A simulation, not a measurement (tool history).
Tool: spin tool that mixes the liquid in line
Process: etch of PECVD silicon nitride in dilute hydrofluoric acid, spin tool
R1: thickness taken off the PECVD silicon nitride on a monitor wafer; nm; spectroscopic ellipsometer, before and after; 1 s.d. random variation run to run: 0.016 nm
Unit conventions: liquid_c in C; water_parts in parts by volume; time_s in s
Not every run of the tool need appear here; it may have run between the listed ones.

{"run": 1, "hour": 0.0, "liquid_c": 20.0, "water_parts": 265, "time_s": 35, "R1": 0.30403}
{"run": 2, "hour": 1.5, "liquid_c": 20.0, "water_parts": 265, "time_s": 15, "R1": 0.13182}
{"run": 3, "hour": 8.3, "liquid_c": 20.0, "water_parts": 265, "time_s": 15, "R1": 0.13205}
{"run": 4, "hour": 15.7, "liquid_c": 20.0, "water_parts": 350, "time_s": 15, "R1": 0.098283}
{"run": 5, "hour": 18.5, "liquid_c": 20.0, "water_parts": 415, "time_s": 15, "R1": 0.087579}
{"run": 6, "hour": 21.8, "liquid_c": 22.0, "water_parts": 415, "time_s": 15, "R1": 0.096188}
{"run": 7, "hour": 23.2, "liquid_c": 22.0, "water_parts": 415, "time_s": 15, "R1": 0.094619}
{"run": 8, "hour": 28.8, "liquid_c": 26.0, "water_parts": 310, "time_s": 35, "R1": 0.37996}
{"run": 9, "hour": 33.0, "liquid_c": 26.5, "water_parts": 285, "time_s": 35, "R1": 0.42438}
{"run": 10, "hour": 35.8, "liquid_c": 28.0, "water_parts": 180, "time_s": 35, "R1": 0.72875}
{"run": 11, "hour": 44.3, "liquid_c": 28.0, "water_parts": 170, "time_s": 35, "R1": 0.77861}

What will run 12 give?
{"run": 12, "hour": 51.6, "liquid_c": 28.0, "water_parts": 165, "time_s": 35, "R1": "?"}

Run 12 yielded R1 0.802100 nm.
